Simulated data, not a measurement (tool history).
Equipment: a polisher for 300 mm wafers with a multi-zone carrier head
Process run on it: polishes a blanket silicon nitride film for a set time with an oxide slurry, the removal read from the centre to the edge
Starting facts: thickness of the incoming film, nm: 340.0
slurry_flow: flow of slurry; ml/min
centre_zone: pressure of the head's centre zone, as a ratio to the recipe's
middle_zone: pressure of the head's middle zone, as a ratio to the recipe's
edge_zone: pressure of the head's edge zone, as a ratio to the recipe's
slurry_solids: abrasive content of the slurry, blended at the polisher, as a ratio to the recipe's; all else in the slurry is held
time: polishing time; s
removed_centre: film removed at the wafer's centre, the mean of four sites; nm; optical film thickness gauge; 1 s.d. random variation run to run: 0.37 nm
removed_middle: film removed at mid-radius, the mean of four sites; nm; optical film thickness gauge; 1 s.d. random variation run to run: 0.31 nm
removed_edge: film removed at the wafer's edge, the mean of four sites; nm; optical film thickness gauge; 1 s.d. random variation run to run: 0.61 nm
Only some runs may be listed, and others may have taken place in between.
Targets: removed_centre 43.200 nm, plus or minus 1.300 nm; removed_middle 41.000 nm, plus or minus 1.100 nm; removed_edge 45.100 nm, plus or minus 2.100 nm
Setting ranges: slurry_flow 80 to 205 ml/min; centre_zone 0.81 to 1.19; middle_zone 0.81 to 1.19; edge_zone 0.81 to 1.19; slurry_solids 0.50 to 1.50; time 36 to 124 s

{"run": 1, "hour": 0.0, "slurry_flow": 135, "centre_zone": 1.0, "middle_zone": 1.0, "edge_zone": 1.0, "slurry_solids": 1.0, "time": 79, "removed_centre": 54.544, "removed_middle": 59.724, "removed_edge": 60.878}
{"run": 2, "hour": 1.6, "slurry_flow": 130, "centre_zone": 1.0, "middle_zone": 0.98, "edge_zone": 0.98, "slurry_solids": 0.95, "time": 79, "removed_centre": 52.509, "removed_middle": 56.879, "removed_edge": 58.622}
{"run": 3, "hour": 9.1, "slurry_flow": 130, "centre_zone": 1.0, "middle_zone": 0.98, "edge_zone": 0.98, "slurry_solids": 0.8, "time": 79, "removed_centre": 48.775, "removed_middle": 53.618, "removed_edge": 53.505}
{"run": 4, "hour": 14.5, "slurry_flow": 125, "centre_zone": 1.0, "middle_zone": 0.96, "edge_zone": 0.97, "slurry_solids": 0.8, "time": 79, "removed_centre": 48.77, "removed_middle": 51.701, "removed_edge": 53.63}
{"run": 5, "hour": 21.8, "slurry_flow": 125, "centre_zone": 1.0, "middle_zone": 0.96, "edge_zone": 0.92, "slurry_solids": 0.8, "time": 79, "removed_centre": 48.809, "removed_middle": 51.919, "removed_edge": 51.151}
{"run": 6, "hour": 28.2, "slurry_flow": 125, "centre_zone": 1.0, "middle_zone": 0.88, "edge_zone": 0.92, "slurry_solids": 0.8, "time": 79, "removed_centre": 48.796, "removed_middle": 48.322, "removed_edge": 51.997}
{"run": 7, "hour": 30.9, "slurry_flow": 120, "centre_zone": 1.0, "middle_zone": 0.87, "edge_zone": 0.91, "slurry_solids": 0.8, "time": 79, "removed_centre": 48.843, "removed_middle": 46.509, "removed_edge": 50.131}
{"run": 8, "hour": 32.6, "slurry_flow": 120, "centre_zone": 1.0, "middle_zone": 0.87, "edge_zone": 0.91, "slurry_solids": 0.8, "time": 79, "removed_centre": 48.251, "removed_middle": 47.003, "removed_edge": 51.624}
{"run": 9, "hour": 34.5, "slurry_flow": 115, "centre_zone": 1.0, "middle_zone": 0.86, "edge_zone": 0.9, "slurry_solids": 0.8, "time": 79, "removed_centre": 47.123, "removed_middle": 46.478, "removed_edge": 51.024}
{"run": 10, "hour": 42.8, "slurry_flow": 90, "centre_zone": 1.04, "middle_zone": 0.81, "edge_zone": 0.82, "slurry_solids": 0.65, "time": 79, "removed_centre": 42.492, "removed_middle": 37.866, "removed_edge": 43.449}
{"run": 11, "hour": 45.1, "slurry_flow": 95, "centre_zone": 1.03, "middle_zone": 0.81, "edge_zone": 0.82, "slurry_solids": 0.65, "time": 79, "removed_centre": 42.788, "removed_middle": 38.829, "removed_edge": 43.584}
{"run": 12, "hour": 47.3, "slurry_flow": 100, "centre_zone": 1.01, "middle_zone": 0.82, "edge_zone": 0.83, "slurry_solids": 0.65, "time": 79, "removed_centre": 43.465, "removed_middle": 39.666, "removed_edge": 43.753}
{"run": 13, "hour": 52.2, "slurry_flow": 100, "centre_zone": 1.01, "middle_zone": 0.82, "edge_zone": 0.84, "slurry_solids": 0.65, "time": 79, "removed_centre": 42.748, "removed_middle": 39.748, "removed_edge": 44.893}
{"hour": 60.9, "done": "centre zone pressure recalibrated"}
{"run": 14, "hour": 60.9, "slurry_flow": 100, "centre_zone": 1.01, "middle_zone": 0.82, "edge_zone": 0.84, "slurry_solids": 0.65, "time": 79, "removed_centre": 47.073, "removed_middle": 39.998, "removed_edge": 45.837}
{"run": 15, "hour": 65.6, "slurry_flow": 85, "centre_zone": 0.94, "middle_zone": 0.88, "edge_zone": 0.84, "slurry_solids": 0.65, "time": 79, "removed_centre": 42.069, "removed_middle": 40.052, "removed_edge": 43.79}

Which of these 5 next moves meets every target?
{"run": "A", "hour": 70.3, "slurry_flow": 80, "centre_zone": 0.96, "middle_zone": 0.84, "edge_zone": 0.82, "slurry_solids": 0.6, "time": 81, "removed_centre": "?", "removed_middle": "?", "removed_edge": "?"}
{"run": "B", "hour": 70.3, "slurry_flow": 80, "centre_zone": 1.01, "middle_zone": 0.93, "edge_zone": 0.97, "slurry_solids": 0.7, "time": 76, "removed_centre": "?", "removed_middle": "?", "removed_edge": "?"}
{"run": "C", "hour": 70.3, "slurry_flow": 85, "centre_zone": 0.91, "middle_zone": 0.87, "edge_zone": 1.0, "slurry_solids": 0.75, "time": 75, "removed_centre": "?", "removed_middle": "?", "removed_edge": "?"}
{"run": "D", "hour": 70.3, "slurry_flow": 125, "centre_zone": 0.95, "middle_zone": 0.9, "edge_zone": 0.98, "slurry_solids": 0.85, "time": 62, "removed_centre": "?", "removed_middle": "?", "removed_edge": "?"}
{"run": "E", "hour": 70.3, "slurry_flow": 110, "centre_zone": 0.95, "middle_zone": 0.92, "edge_zone": 0.81, "slurry_solids": 0.65, "time": 78, "removed_centre": "?", "removed_middle": "?", "removed_edge": "?"}

move=A removed_centre=41.075 removed_middle=38.111 removed_edge=42.267
move=B removed_centre=43.121 removed_middle=41.307 removed_edge=45.440
move=C removed_centre=40.197 removed_middle=40.384 removed_edge=47.353
move=D removed_centre=40.808 removed_middle=39.774 removed_edge=43.502
move=E removed_centre=44.758 removed_middle=44.613 removed_edge=44.289
A: moves away from the targets compared with the last run
B: meets every target
C: moves away from the targets compared with the last run
D: moves away from the targets compared with the last run
E: pushes the last run's worst result past its target
B is the move that brings every result within its allowed miss.
